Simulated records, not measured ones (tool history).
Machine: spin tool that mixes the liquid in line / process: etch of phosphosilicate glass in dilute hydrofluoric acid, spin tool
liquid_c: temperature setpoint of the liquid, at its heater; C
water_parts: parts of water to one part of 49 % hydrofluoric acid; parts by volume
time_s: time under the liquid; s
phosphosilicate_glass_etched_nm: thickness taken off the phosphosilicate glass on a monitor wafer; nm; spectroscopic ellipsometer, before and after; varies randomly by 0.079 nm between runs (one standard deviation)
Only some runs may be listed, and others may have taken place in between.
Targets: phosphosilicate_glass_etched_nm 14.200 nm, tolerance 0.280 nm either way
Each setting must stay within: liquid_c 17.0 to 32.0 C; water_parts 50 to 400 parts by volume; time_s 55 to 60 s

run  hour  liquid_c  water_parts  time_s  phosphosilicate_glass_etched_nm
  1   0.0      24.0          225      55                           16.587
  2   7.1      26.5          225      55                           17.979
  3   8.1      26.5          200      55                           20.721
  4  10.0      25.0          200      55                           19.686
  5  11.8      23.5          200      55                           18.525
  6  15.8      27.0          200      55                           21.343
  7  24.4      25.5          200      55                           19.771
  8  26.3      24.0          200      55                           18.764
  9  29.5      23.0          200      55                           18.307
 10  31.5      22.0          200      55                           17.556
 11  37.7      21.0          200      55                           16.785
 12  41.3      20.5          200      55                           16.534
 13  48.3      20.0          200      55                           16.229
 14  55.6      19.5          200      55                           16.033
 15  56.6      19.0          200      55                           15.612
 16  64.2      18.5          200      55                           15.494

4 next moves are on the table. One of them brings every result within its allowed miss. Which?
  A  71.8      20.0          230      55                                ?
  B  71.8      18.5          215      55                                ?
  C  71.8      18.0          185      55                                ?
  D  71.8      19.5          235      55                                ?

move  phosphosilicate_glass_etched_nm
   A                           13.660
   B                           13.991
   C                           16.400
   D                           13.056
A: carries the result that was furthest off beyond its target, to the other side
B: all results in spec
C: its largest miss is bigger than the last run's
D: carries the result that was furthest off beyond its target, to the other side
B meets every target.
